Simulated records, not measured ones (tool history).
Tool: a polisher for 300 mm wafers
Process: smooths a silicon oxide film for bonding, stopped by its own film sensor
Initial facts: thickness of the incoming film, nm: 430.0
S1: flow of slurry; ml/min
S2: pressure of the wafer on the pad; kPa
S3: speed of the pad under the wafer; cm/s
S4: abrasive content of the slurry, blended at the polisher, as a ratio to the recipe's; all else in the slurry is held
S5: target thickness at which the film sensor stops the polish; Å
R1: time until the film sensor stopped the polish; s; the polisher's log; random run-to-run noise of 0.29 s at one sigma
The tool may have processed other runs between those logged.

run,hour,S1,S2,S3,S4,S5,R1
1,0,230,14.5,114,1,3870,51.865
2,0.6,230,15.9,114,1,3870,47.504
3,5.9,230,15.9,114,1,3870,47.401
4,11.6,230,16.5,114,1,3870,45.483
5,17.9,230,16.5,114,1.15,3870,42.634
6,21.9,230,16.5,114,1.35,3870,41.403

The next listed run, before its measurement:
7,30.7,230,17.2,114,1.35,3870,?

For run 7 the tool returned R1 39.213 s.
